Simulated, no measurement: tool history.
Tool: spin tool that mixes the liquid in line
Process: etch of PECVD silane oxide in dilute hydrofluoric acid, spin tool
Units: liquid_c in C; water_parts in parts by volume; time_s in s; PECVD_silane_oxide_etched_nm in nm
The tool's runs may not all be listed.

run    day  liquid_c  water_parts  time_s  PECVD_silane_oxide_etched_nm
  1  0.000      24.0          135     160                        41.587
  2  0.138      20.5          135     160                        36.515
  3  0.242      20.5          180     160                        26.085
  4  0.338      21.0          180     160                        26.531
  5  0.525      19.5          180     160                        24.993
  6  0.567      22.0          180     160                        27.776
  7  0.629      22.5          180     160                        28.232
  8  0.721      23.0          180     160                        28.370

The next listed run, before its measurement:
  9  1.038      23.5          180     160                             ?

Run 9 gave PECVD_silane_oxide_etched_nm 29.152 nm.
